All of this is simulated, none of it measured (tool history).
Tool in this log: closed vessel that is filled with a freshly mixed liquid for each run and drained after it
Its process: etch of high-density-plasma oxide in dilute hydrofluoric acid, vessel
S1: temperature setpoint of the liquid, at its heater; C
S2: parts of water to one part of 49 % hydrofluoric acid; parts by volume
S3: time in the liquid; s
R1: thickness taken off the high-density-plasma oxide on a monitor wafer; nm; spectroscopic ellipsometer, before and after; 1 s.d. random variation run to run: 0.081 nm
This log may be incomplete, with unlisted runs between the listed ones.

| run | day | S1 | S2 | S3 | R1 |
|---|---|---|---|---|---|
| 1 | 0 | 24 | 270 | 410 | 7.6024 |
| 2 | 0.129 | 25 | 260 | 410 | 8.161 |
| 3 | 0.283 | 25 | 315 | 410 | 6.3814 |
| 4 | 0.625 | 25 | 315 | 410 | 6.4654 |
| 5 | 0.775 | 26 | 295 | 410 | 7.1248 |
| 6 | 0.842 | 23 | 295 | 410 | 6.5027 |
| 7 | 0.971 | 24.5 | 280 | 410 | 7.3554 |
| 8 | 1.067 | 24.5 | 280 | 410 | 7.2606 |
| 9 | 1.279 | 25.5 | 265 | 410 | 8.1714 |
| 10 | 1.65 | 26.5 | 255 | 410 | 8.8761 |
| 11 | 1.742 | 27.5 | 245 | 410 | 9.5244 |
| 12 | 2.071 | 28 | 235 | 410 | 10.479 |
| 13 | 2.167 | 28 | 235 | 410 | 10.251 |
| 14 | 2.212 | 28.5 | 230 | 410 | 10.79 |
| 15 | 2.492 | 28.5 | 230 | 410 | 10.809 |
| 16 | 2.567 | 29 | 225 | 410 | 11.321 |

Run 17 is up next; what results do you expect?
| 17 | 2.633 | 29.5 | 220 | 410 | ? |

{"run 17": {"R1": 11.908}}

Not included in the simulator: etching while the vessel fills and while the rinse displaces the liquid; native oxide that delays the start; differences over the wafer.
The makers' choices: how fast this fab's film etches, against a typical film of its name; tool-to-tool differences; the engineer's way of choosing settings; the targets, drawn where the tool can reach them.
